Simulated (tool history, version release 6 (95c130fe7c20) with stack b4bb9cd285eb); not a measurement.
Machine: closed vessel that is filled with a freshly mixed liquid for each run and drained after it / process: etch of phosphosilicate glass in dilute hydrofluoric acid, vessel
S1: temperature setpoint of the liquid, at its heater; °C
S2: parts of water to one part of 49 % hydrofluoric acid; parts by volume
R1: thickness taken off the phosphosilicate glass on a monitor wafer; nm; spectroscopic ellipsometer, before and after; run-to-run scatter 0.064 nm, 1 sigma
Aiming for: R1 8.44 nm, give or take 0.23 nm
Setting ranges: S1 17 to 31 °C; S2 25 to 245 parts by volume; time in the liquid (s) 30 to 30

{"run": 1, "hour": 0.0, "S1": 23, "S2": 135, "time in the liquid (s)": 30, "R1": 11.436}
{"run": 2, "hour": 6.0, "S1": 21.5, "S2": 140, "time in the liquid (s)": 30, "R1": 10.296}
{"run": 3, "hour": 14.0, "S1": 21.5, "S2": 105, "time in the liquid (s)": 30, "R1": 14.452}
{"run": 4, "hour": 17.2, "S1": 20.5, "S2": 115, "time in the liquid (s)": 30, "R1": 12.359}
{"run": 5, "hour": 19.1, "S1": 20.5, "S2": 135, "time in the liquid (s)": 30, "R1": 10.378}
{"run": 6, "hour": 24.9, "S1": 19.5, "S2": 135, "time in the liquid (s)": 30, "R1": 9.9829}
{"run": 7, "hour": 30.1, "S1": 19, "S2": 135, "time in the liquid (s)": 30, "R1": 9.6733}
{"run": 8, "hour": 31.1, "S1": 19, "S2": 135, "time in the liquid (s)": 30, "R1": 9.7265}
{"run": 9, "hour": 32.9, "S1": 18.5, "S2": 135, "time in the liquid (s)": 30, "R1": 9.4594}

Exercise: of the 5 proposed moves below, exactly one satisfies all targets within the stated allowed misses. Which move is it?
{"run": "A", "hour": 34.7, "S1": 22.5, "S2": 180, "time in the liquid (s)": 30, "R1": "?"}
{"run": "B", "hour": 34.7, "S1": 19, "S2": 145, "time in the liquid (s)": 30, "R1": "?"}
{"run": "C", "hour": 34.7, "S1": 17.5, "S2": 145, "time in the liquid (s)": 30, "R1": "?"}
{"run": "D", "hour": 34.7, "S1": 20.5, "S2": 170, "time in the liquid (s)": 30, "R1": "?"}
{"run": "E", "hour": 34.7, "S1": 20, "S2": 125, "time in the liquid (s)": 30, "R1": "?"}

move=A R1=8.1077
move=B R1=9.101
move=C R1=8.5631
move=D R1=8.0306
move=E R1=11.225
A: pushes the last run's worst result past its target
B: nearer than the last run, and not there yet
C: in spec on every target
D: pushes the last run's worst result past its target
E: its largest miss is bigger than the last run's
The move that meets every target is C.

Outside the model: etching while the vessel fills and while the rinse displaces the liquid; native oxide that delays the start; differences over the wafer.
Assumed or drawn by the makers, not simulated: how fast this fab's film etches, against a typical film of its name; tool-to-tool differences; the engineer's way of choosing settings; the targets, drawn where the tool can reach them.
